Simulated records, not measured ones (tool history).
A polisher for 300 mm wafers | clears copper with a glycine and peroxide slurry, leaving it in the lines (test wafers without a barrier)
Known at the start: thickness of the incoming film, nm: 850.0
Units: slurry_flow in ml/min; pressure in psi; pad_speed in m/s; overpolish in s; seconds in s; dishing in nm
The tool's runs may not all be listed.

run,day,slurry_flow,pressure,pad_speed,overpolish,seconds,dishing
1,0.000,180,2.7,1.30,21,157.72,57.713
2,0.125,180,3.0,1.32,22,140.98,61.908
3,0.342,180,3.0,1.32,16,138.18,54.600
4,0.712,210,3.0,1.32,16,136.70,55.343
5,1.021,210,3.2,1.32,18,130.34,60.250
6,1.204,210,3.5,1.32,18,116.32,63.674
7,1.450,210,3.6,1.32,20,116.66,66.312

Forecast run 8:
8,1.596,210,3.7,1.32,21,?,?

seconds: 115.07 s
dishing: 69.157 nm
